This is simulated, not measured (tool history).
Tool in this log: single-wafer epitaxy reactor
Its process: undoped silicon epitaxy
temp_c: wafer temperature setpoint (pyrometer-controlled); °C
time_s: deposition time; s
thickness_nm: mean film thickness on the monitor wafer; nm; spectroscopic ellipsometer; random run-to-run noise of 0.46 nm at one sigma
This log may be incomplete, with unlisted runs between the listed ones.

run,hour,temp_c,time_s,thickness_nm
1,0,670,570,152.38
2,2.6,669,570,148.49
3,5.1,668,570,145.89
4,12.5,667,570,141.58
5,14,666,570,138.96
6,15.2,665,570,136.22

Predict the results of run 7:
7,19.5,664,570,?

thickness_nm: 132.75 nm
